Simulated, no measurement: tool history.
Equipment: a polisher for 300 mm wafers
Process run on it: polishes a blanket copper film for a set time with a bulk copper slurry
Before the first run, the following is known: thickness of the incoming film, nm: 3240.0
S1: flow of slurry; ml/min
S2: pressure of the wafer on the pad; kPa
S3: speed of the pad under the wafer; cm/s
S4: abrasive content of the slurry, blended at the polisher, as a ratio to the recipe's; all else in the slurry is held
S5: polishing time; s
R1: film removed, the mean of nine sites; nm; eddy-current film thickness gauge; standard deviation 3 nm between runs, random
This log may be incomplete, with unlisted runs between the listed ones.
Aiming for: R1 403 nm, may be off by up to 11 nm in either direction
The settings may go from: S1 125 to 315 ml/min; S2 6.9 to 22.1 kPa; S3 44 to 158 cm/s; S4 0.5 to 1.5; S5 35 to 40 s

{"run": 1, "hour": 0.0, "S1": 205, "S2": 14.5, "S3": 100, "S4": 1, "S5": 40, "R1": 282.25}
{"run": 2, "hour": 4.6, "S1": 205, "S2": 17.2, "S3": 100, "S4": 1, "S5": 40, "R1": 325.59}
{"run": 3, "hour": 9.4, "S1": 205, "S2": 17.2, "S3": 100, "S4": 1, "S5": 40, "R1": 325.44}
{"run": 4, "hour": 18.4, "S1": 205, "S2": 19.3, "S3": 100, "S4": 1, "S5": 40, "R1": 362.92}
{"run": 5, "hour": 19.3, "S1": 205, "S2": 17.2, "S3": 100, "S4": 1, "S5": 40, "R1": 326.59}
{"run": 6, "hour": 27.3, "S1": 210, "S2": 17.9, "S3": 100, "S4": 1, "S5": 40, "R1": 338.96}
{"run": 7, "hour": 35.7, "S1": 210, "S2": 17.9, "S3": 100, "S4": 1, "S5": 40, "R1": 333.92}
{"run": 8, "hour": 37.1, "S1": 235, "S2": 20.7, "S3": 100, "S4": 1, "S5": 40, "R1": 382.97}

Below are 4 possible settings for the next run. Only one of them brings all results inside the allowed miss of their targets. Which is it?
{"run": "A", "hour": 38.5, "S1": 190, "S2": 22.1, "S3": 114, "S4": 0.75, "S5": 40, "R1": "?"}
{"run": "B", "hour": 38.5, "S1": 235, "S2": 22.1, "S3": 98, "S4": 1, "S5": 40, "R1": "?"}
{"run": "C", "hour": 38.5, "S1": 225, "S2": 21.4, "S3": 98, "S4": 0.95, "S5": 40, "R1": "?"}
{"run": "D", "hour": 38.5, "S1": 255, "S2": 20, "S3": 100, "S4": 1.05, "S5": 40, "R1": "?"}

move=A R1=425.98
move=B R1=401.87
move=C R1=385.33
move=D R1=383.02
A: moves the result that the last run missed by most past its target, out the other side
B: every result within its allowed miss
C: moves toward the targets from the last run without getting all of them in spec
D: no better and no worse than the last run
So the answer is move B, the one that meets all the targets.
